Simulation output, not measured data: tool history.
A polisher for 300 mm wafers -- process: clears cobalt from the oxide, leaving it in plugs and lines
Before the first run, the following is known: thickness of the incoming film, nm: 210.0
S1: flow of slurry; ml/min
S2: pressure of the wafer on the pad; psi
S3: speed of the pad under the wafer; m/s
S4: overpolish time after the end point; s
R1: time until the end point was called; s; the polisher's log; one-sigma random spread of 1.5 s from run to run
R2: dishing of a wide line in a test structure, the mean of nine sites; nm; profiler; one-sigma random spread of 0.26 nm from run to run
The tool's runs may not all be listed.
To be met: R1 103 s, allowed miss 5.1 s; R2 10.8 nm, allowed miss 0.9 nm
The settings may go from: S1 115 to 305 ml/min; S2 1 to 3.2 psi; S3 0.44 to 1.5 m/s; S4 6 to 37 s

Run 1, hour 0: S1 195 ml/min, S2 2.1 psi, S3 0.96 m/s, S4 19 s. Result: R1 50.873 s, R2 23.797 nm.
Run 2, hour 7.7: S1 195 ml/min, S2 2.5 psi, S3 0.96 m/s, S4 19 s. Result: R1 43.124 s, R2 24.688 nm.
Run 3, hour 14.3: S1 195 ml/min, S2 2.5 psi, S3 1.16 m/s, S4 19 s. Result: R1 37.665 s, R2 24.228 nm.
Run 4, hour 18.7: S1 145 ml/min, S2 2.5 psi, S3 1.16 m/s, S4 19 s. Result: R1 38.147 s, R2 25.642 nm.
Run 5, hour 27.1: S1 170 ml/min, S2 2.3 psi, S3 1.08 m/s, S4 17 s. Result: R1 42.046 s, R2 23.7 nm.
Run 6, hour 35.5: S1 190 ml/min, S2 2.1 psi, S3 0.98 m/s, S4 15 s. Result: R1 50.183 s, R2 22.408 nm.
Run 7, hour 41.5: S1 210 ml/min, S2 1.9 psi, S3 0.92 m/s, S4 14 s. Result: R1 54.725 s, R2 22.249 nm.
Run 8, hour 49: S1 225 ml/min, S2 1.8 psi, S3 0.84 m/s, S4 13 s. Result: R1 63.213 s, R2 21.592 nm.
Run 9, hour 54.9: S1 225 ml/min, S2 1.7 psi, S3 0.8 m/s, S4 12 s. Result: R1 69.083 s, R2 18.615 nm.
Run 10, hour 56.6: S1 210 ml/min, S2 1.7 psi, S3 0.74 m/s, S4 11 s. Result: R1 73.587 s, R2 18.113 nm.
Run 11, hour 62.6: S1 195 ml/min, S2 1.7 psi, S3 0.7 m/s, S4 10 s. Result: R1 78.088 s, R2 16.891 nm.
Run 12, hour 65.9: S1 140 ml/min, S2 1.9 psi, S3 0.44 m/s, S4 6 s. Result: R1 112.66 s, R2 9.2254 nm.
Run 13, hour 71.6: S1 145 ml/min, S2 1.9 psi, S3 0.44 m/s, S4 6 s. Result: R1 112.28 s, R2 9.1147 nm.
Run 14, hour 73.1: S1 150 ml/min, S2 1.9 psi, S3 0.44 m/s, S4 6 s. Result: R1 109 s, R2 9.4003 nm.
Run 15, hour 78.7: S1 155 ml/min, S2 1.9 psi, S3 0.44 m/s, S4 6 s. Result: R1 110.2 s, R2 8.9609 nm.
Run 16, hour 83.9: S1 160 ml/min, S2 1.9 psi, S3 0.44 m/s, S4 6 s. Result: R1 109.4 s, R2 9.0389 nm.
Run 17, hour 92.1: S1 175 ml/min, S2 2 psi, S3 0.44 m/s, S4 15 s. Result: R1 105.26 s, R2 17.635 nm.

4 candidate next runs follow, results not yet known. Just one meets every target within its allowed miss. Identify it.
Run A, hour 100.3: S1 180 ml/min, S2 1.9 psi, S3 0.46 m/s, S4 7 s. Result: R1 ?, R2 ?.
Run B, hour 100.3: S1 115 ml/min, S2 1.1 psi, S3 0.68 m/s, S4 10 s. Result: R1 ?, R2 ?.
Run C, hour 100.3: S1 115 ml/min, S2 2 psi, S3 0.48 m/s, S4 10 s. Result: R1 ?, R2 ?.
Run D, hour 100.3: S1 185 ml/min, S2 1.3 psi, S3 0.66 m/s, S4 22 s. Result: R1 ?, R2 ?.

move      R1      R2
   A  104.32  10.714
   B  114.04  12.998
   C  101.87  14.003
   D  99.835  21.237
A: all results land within tolerance of their targets
B: closes in on the targets versus the last run, not all within tolerance yet
C: closes in on the targets versus the last run, not all within tolerance yet
D: lands further from the targets than the last run did
Go with A: it meets all targets.
